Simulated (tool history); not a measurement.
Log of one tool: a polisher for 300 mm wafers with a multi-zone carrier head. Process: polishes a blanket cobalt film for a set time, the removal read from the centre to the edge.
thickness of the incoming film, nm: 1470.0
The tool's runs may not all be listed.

| run | hour | flow of slurry (ml/min) | pressure of the head's centre zone | pressure of the head's middle zone | pressure of the head's edge zone | polishing time (s) | film removed at the wafer's centre (Å) | film removed at mid-radius (Å) | film removed at the wafer's edge (Å) |
|---|---|---|---|---|---|---|---|---|---|
| 1 | 0.0 | 245 | 1.00 | 1.00 | 1.00 | 86 | 4704.2 | 4869.5 | 4737.7 |
| 2 | 0.9 | 245 | 0.99 | 1.01 | 0.98 | 81 | 4402.5 | 4707.1 | 4447.4 |
| 3 | 5.4 | 245 | 0.99 | 1.01 | 0.98 | 89 | 4868.5 | 5034.4 | 5002.8 |
| 4 | 6.3 | 245 | 1.06 | 1.01 | 0.98 | 89 | 5206.0 | 5088.4 | 4833.4 |
| 5 | 14.5 | 245 | 1.06 | 1.01 | 1.02 | 89 | 5213.7 | 5133.0 | 4869.0 |
| 6 | 15.9 | 235 | 1.04 | 1.02 | 1.00 | 83 | 4747.2 | 4732.2 | 4593.7 |
| 7 | 17.9 | 250 | 1.02 | 1.00 | 0.98 | 78 | 4433.9 | 4383.9 | 4323.6 |
| 8 | 25.4 | 240 | 1.01 | 1.02 | 0.96 | 74 | 4116.4 | 4223.4 | 4056.1 |
| 9 | 27.3 | 230 | 1.00 | 1.04 | 0.94 | 70 | 3856.3 | 4116.5 | 3700.5 |
| 10 | 29.3 | 165 | 0.90 | 0.94 | 0.84 | 46 | 2119.3 | 2333.2 | 2227.9 |
| 11 | 31.3 | 180 | 0.90 | 0.95 | 0.84 | 46 | 2184.5 | 2387.5 | 2244.9 |
| 12 | 33.1 | 180 | 0.90 | 0.95 | 0.84 | 46 | 2164.1 | 2378.5 | 2258.3 |
| 13 | 41.0 | 190 | 0.90 | 0.97 | 0.84 | 46 | 2174.8 | 2454.4 | 2289.4 |
| 14 | 46.2 | 205 | 0.90 | 0.98 | 0.84 | 46 | 2240.2 | 2494.0 | 2364.9 |
| 15 | 47.4 | 210 | 0.90 | 1.00 | 0.84 | 46 | 2233.7 | 2575.4 | 2333.9 |
| 16 | 50.7 | 220 | 0.90 | 1.01 | 0.84 | 46 | 2271.7 | 2613.8 | 2327.4 |
| 17 | 52.8 | 220 | 0.90 | 1.01 | 0.84 | 46 | 2244.9 | 2627.3 | 2350.5 |
| 18 | 56.7 | 230 | 0.90 | 1.02 | 0.84 | 46 | 2253.3 | 2622.4 | 2356.5 |
| 19 | 61.6 | 235 | 0.90 | 1.03 | 0.84 | 46 | 2278.2 | 2667.7 | 2360.8 |
| 20 | 67.7 | 240 | 0.90 | 1.04 | 0.84 | 46 | 2275.3 | 2694.6 | 2370.3 |
| 21 | 74.1 | 245 | 0.90 | 1.05 | 0.84 | 46 | 2271.5 | 2724.1 | 2405.1 |
| 22 | 83.0 | 250 | 0.90 | 1.06 | 0.84 | 46 | 2282.3 | 2705.9 | 2332.8 |

The next listed run, before its measurement:
| 23 | 83.7 | 255 | 0.90 | 1.07 | 0.85 | 46 | ? | ? | ? |

film removed at the wafer's centre (Å): 2281.5
film removed at mid-radius (Å): 2751.3
film removed at the wafer's edge (Å): 2396.8

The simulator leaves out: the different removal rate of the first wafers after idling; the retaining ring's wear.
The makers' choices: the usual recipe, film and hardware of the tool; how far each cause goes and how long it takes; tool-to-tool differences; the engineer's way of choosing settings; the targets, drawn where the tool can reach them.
